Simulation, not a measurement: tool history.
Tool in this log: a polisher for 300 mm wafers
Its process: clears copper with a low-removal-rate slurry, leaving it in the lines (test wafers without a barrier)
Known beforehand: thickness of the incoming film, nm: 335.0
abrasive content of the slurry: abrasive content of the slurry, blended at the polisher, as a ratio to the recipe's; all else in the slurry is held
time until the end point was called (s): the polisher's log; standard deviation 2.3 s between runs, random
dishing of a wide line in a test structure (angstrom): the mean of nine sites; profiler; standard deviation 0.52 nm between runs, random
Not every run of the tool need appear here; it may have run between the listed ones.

| run | day | flow of slurry (ml/min) | pressure of the wafer on the pad (psi) | speed of the pad under the wafer (m/s) | abrasive content of the slurry | overpolish time after the end point (s) | time until the end point was called (s) | dishing of a wide line in a test structure (angstrom) |
|---|---|---|---|---|---|---|---|---|
| 1 | 0 | 275 | 2.9 | 0.9 | 1 | 22 | 151.21 | 334.5 |
| 2 | 0.358 | 275 | 2.9 | 0.9 | 0.9 | 22 | 159.87 | 322.38 |
| 3 | 0.642 | 275 | 3.5 | 0.9 | 0.9 | 22 | 132.32 | 377.19 |
| 4 | 1.017 | 275 | 3 | 0.9 | 0.9 | 22 | 148.35 | 327.52 |
| 5 | 1.362 | 275 | 3 | 0.9 | 1.1 | 22 | 144.73 | 346.65 |
| 6 | 1.392 | 275 | 3 | 0.9 | 1.1 | 25 | 140.56 | 377.4 |

Run 7 is up next; what results do you expect?
| 7 | 1.446 | 265 | 3 | 0.9 | 1.05 | 28 | ? | ? |

{"run 7": {"time until the end point was called (s)": 147.75, "dishing of a wide line in a test structure (angstrom)": 411.13}}
